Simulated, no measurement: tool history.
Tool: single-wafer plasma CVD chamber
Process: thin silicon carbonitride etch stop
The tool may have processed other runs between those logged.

run	hour	RF power (kW)	deposition time (s)	mean film thickness on the monitor wafer (nm)
1	0	0.24	13.6	8.4486
2	1.7	0.255	13.6	8.7357
3	5.4	0.225	13.6	8.2623
4	13.7	0.225	12.4	7.5356
# hour 22.2: RF generator calibrated
5	22.2	0.215	12.3	7.4362
6	28.3	0.21	12.2	7.3157
7	30	0.205	12.1	7.2139

Run 8 comes next. What will it give?
8	30.9	0.2	12	?

mean film thickness on the monitor wafer (nm): 7.1041
